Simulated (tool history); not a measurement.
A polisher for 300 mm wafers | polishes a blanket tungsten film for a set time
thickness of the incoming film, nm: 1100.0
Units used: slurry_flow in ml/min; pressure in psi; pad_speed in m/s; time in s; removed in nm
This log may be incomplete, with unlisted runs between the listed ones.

run,day,slurry_flow,pressure,pad_speed,slurry_solids,time,removed
1,0.000,125,2.3,0.84,1.0,25,63.578
2,0.142,125,2.3,0.84,1.0,21,54.847
3,0.242,120,2.1,0.84,1.0,21,48.271
4,0.375,120,1.8,0.84,1.0,21,42.218
5,0.646,115,1.7,0.84,1.0,21,40.468
6,1.008,110,1.7,0.84,1.0,21,38.519

Run 7 has not been measured yet. What should we expect?
7,1.046,105,1.7,0.84,1.0,21,?

removed: 38.422 nm
